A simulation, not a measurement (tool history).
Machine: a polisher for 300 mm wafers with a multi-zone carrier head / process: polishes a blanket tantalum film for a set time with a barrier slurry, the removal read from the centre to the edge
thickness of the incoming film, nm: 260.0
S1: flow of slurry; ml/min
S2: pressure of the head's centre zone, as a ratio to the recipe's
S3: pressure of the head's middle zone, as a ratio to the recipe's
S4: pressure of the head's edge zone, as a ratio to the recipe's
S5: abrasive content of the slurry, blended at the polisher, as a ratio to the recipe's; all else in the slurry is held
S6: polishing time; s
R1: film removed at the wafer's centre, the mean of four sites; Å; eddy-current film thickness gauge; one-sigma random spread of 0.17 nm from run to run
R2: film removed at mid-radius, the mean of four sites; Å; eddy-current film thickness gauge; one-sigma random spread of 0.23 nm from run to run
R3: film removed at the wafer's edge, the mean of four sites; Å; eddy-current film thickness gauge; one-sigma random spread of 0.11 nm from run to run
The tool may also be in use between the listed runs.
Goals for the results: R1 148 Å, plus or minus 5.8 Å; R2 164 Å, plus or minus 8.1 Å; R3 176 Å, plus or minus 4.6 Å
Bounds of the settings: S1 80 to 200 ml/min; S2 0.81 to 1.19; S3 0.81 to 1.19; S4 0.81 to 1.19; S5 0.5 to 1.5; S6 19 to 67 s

run	hour	S1	S2	S3	S4	S5	S6	R1	R2	R3
1	0	130	1	1	1	1	43	349.66	334.2	343.98
2	3.2	130	1	0.92	1	1	43	353.43	318.06	341.02
3	10.8	130	1	0.92	1.05	1	43	343.24	306.04	350.21
4	13.4	130	1.09	0.92	1.05	1	43	382.4	313.81	349.95
5	17.4	120	1.03	0.93	1.03	0.9	38	304.88	262.49	293.76
6	25.2	120	1.03	0.93	1.07	0.9	38	302.88	272.45	299.96
7	31.1	85	0.93	0.99	0.97	0.65	26	149.65	163.81	169.1
8	32	85	0.92	0.99	0.98	0.65	26	149.17	161.71	169.82

Which one of the following 5 next-run settings gets every result inside its allowed miss? There is exactly one.
A	32.9	90	0.94	1.14	0.85	0.75	26	?	?	?
B	32.9	125	0.87	0.98	1.06	0.75	23	?	?	?
C	32.9	80	0.82	0.81	0.98	0.55	31	?	?	?
D	32.9	95	0.95	0.97	0.91	0.85	24	?	?	?
E	32.9	85	0.82	0.98	1	0.5	29	?	?	?

move	R1	R2	R3
A	163.14	196.76	166.42
B	149.65	169.13	173.88
C	147.95	155.47	190
D	160.27	166.34	165.42
E	139.19	170.29	177.36
A: the biggest miss grows against the last run
B: all results in spec
C: carries the result that was furthest off beyond its target, to the other side
D: the biggest miss grows against the last run
E: the worst result of the last run now meets its target, but another is out of spec
The move that meets every target is B.

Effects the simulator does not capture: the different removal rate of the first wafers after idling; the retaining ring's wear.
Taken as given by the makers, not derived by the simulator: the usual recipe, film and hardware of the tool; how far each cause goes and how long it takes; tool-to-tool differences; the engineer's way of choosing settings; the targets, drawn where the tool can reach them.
